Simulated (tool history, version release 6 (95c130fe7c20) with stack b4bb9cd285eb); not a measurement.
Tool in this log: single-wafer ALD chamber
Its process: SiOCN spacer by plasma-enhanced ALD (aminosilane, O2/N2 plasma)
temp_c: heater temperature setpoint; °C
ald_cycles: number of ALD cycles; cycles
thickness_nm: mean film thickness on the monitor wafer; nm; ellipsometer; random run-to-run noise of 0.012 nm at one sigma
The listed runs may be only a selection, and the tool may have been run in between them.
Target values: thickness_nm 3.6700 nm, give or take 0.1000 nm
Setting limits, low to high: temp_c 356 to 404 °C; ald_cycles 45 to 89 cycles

run,hour,temp_c,ald_cycles,thickness_nm
1,0.0,380,67,4.4766
2,5.4,390,67,4.4944
3,12.4,390,76,5.0548
4,20.9,390,71,4.7393
5,25.3,390,74,4.9340
6,31.4,390,65,4.3569
7,34.9,390,63,4.2346
8,37.0,390,61,4.0614
9,40.8,390,60,4.0065
10,49.4,390,59,3.9378
11,54.9,390,58,3.8716
12,63.4,390,57,3.8167

Next run, 5 choices. One meets every target within its allowed miss, the rest don't. Which?
A,71.9,378,60,?
B,71.9,393,59,?
C,71.9,388,58,?
D,71.9,387,61,?
E,71.9,398,55,?

move,thickness_nm
A,4.0134
B,3.9466
C,3.8797
D,4.0803
E,3.6790
A: lands further from the targets than the last run did
B: lands further from the targets than the last run did
C: lands further from the targets than the last run did
D: lands further from the targets than the last run did
E: all results in spec
Correct choice: E, which meets every target
